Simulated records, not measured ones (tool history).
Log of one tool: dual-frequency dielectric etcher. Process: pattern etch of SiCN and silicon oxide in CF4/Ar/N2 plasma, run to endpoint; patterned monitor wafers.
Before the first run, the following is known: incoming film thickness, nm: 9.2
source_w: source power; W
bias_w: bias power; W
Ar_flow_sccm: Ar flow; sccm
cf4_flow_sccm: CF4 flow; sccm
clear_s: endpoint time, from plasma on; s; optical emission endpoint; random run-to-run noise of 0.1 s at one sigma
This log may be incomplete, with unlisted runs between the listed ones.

run	hour	source_w	bias_w	Ar_flow_sccm	cf4_flow_sccm	clear_s
1	0.0	450	69	113	48	12.171
2	7.3	440	69	113	48	12.372
3	12.4	440	63	113	48	12.756
4	19.2	400	63	113	48	13.445
5	26.8	400	71	113	48	13.053
6	33.1	480	71	113	48	11.514
7	39.2	460	71	113	48	12.041

Run 8 has not been measured yet. What should we expect?
8	46.8	450	71	113	48	?

clear_s: 12.099 s
